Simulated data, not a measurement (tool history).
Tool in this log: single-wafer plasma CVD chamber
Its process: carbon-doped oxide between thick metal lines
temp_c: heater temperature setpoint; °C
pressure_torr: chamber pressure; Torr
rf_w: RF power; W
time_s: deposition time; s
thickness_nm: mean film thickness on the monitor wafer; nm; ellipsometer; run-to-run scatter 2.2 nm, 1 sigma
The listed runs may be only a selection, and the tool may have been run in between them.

run	hour	temp_c	pressure_torr	rf_w	time_s	thickness_nm
1	0.0	360	6.17	475	177	847.08
2	5.2	364	5.63	470	177	824.38
3	9.4	354	5.63	470	177	839.20
4	13.7	358	5.11	465	177	809.50
5	22.3	358	5.64	465	177	826.08
6	25.4	362	5.21	465	177	807.53
7	27.1	365	4.95	465	177	795.71

Run 8, settings as shown, results not yet in. Your forecast:
8	28.5	377	4.36	460	177	?

Logged for run 8: thickness_nm 751.51 nm.
